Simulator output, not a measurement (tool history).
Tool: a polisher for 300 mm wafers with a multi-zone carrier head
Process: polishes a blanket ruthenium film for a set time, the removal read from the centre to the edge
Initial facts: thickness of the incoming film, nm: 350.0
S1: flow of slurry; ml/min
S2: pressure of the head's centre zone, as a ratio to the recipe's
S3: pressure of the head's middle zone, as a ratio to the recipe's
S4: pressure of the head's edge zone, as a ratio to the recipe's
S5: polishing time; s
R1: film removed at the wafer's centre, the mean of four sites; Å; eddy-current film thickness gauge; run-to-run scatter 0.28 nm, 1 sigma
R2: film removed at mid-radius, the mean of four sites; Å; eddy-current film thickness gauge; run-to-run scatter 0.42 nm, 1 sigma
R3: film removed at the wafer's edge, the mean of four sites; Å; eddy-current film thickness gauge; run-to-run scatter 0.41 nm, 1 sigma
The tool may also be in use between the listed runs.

run	hour	S1	S2	S3	S4	S5	R1	R2	R3
1	0.0	170	1.00	1.00	1.00	35	226.17	247.05	248.95
2	2.9	170	1.09	1.00	1.00	35	248.05	247.39	245.87
3	4.2	180	1.10	1.04	1.02	36	260.47	271.77	253.10
4	6.3	185	1.10	1.05	1.04	37	272.26	279.83	269.91
5	9.5	185	1.06	1.05	1.04	37	261.52	280.84	263.92
6	16.7	185	1.10	1.05	1.04	37	273.93	276.15	271.92
7	20.3	235	1.12	1.15	1.04	40	307.57	340.83	294.46
8	24.6	235	1.12	1.16	1.05	40	310.17	338.16	294.22

Run 9, settings as shown, results not yet in. Your forecast:
9	27.1	235	1.12	1.17	1.05	40	?	?	?

For run 9 the tool returned R1 314.08 Å, R2 343.06 Å, R3 289.31 Å.
